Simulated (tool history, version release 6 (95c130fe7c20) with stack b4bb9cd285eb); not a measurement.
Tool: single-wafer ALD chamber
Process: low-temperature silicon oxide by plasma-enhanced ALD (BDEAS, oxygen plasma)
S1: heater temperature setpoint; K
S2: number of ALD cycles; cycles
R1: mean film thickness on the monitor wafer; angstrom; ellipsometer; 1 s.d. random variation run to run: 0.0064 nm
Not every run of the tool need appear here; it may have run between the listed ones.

run 1 hour=0.0 | S1=363.15 S2=18 | R1=24.652
run 2 hour=0.9 | S1=359.15 S2=18 | R1=24.988
run 3 hour=8.8 | S1=368.15 S2=18 | R1=24.226
run 4 hour=16.5 | S1=378.15 S2=18 | R1=23.296
run 5 hour=21.2 | S1=372.15 S2=18 | R1=23.804
run 6 hour=23.4 | S1=372.15 S2=17 | R1=22.512

Expected results for the next run?
run 7 hour=25.3 | S1=367.15 S2=17 | R1=?

{"run 7": {"R1": 22.856}}
